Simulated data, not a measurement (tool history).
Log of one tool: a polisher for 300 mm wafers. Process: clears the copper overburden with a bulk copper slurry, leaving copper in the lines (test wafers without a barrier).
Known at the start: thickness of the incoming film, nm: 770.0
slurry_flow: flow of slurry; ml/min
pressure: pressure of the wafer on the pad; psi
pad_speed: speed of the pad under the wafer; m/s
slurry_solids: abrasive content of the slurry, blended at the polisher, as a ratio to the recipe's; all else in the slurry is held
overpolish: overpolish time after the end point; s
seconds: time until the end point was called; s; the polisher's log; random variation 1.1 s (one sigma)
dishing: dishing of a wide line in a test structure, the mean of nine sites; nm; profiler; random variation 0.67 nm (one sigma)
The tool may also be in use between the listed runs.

run,hour,slurry_flow,pressure,pad_speed,slurry_solids,overpolish,seconds,dishing
1,0.0,135,2.9,1.28,1.00,9,59.216,69.322
2,7.0,135,2.9,1.28,1.10,9,57.391,72.873
3,14.2,135,2.9,1.28,1.10,12,59.224,86.208
4,15.2,135,2.9,1.28,1.10,8,60.641,66.607
5,20.3,135,2.6,1.28,1.10,8,67.335,60.810
6,25.5,135,2.6,1.28,0.95,8,64.916,58.523
7,26.5,135,2.5,1.28,0.90,8,70.513,58.235

Run 8 comes next. What will it give?
8,29.2,135,2.5,1.28,0.90,7,?,?

{"run 8": {"seconds": 70.543, "dishing": 51.743}}

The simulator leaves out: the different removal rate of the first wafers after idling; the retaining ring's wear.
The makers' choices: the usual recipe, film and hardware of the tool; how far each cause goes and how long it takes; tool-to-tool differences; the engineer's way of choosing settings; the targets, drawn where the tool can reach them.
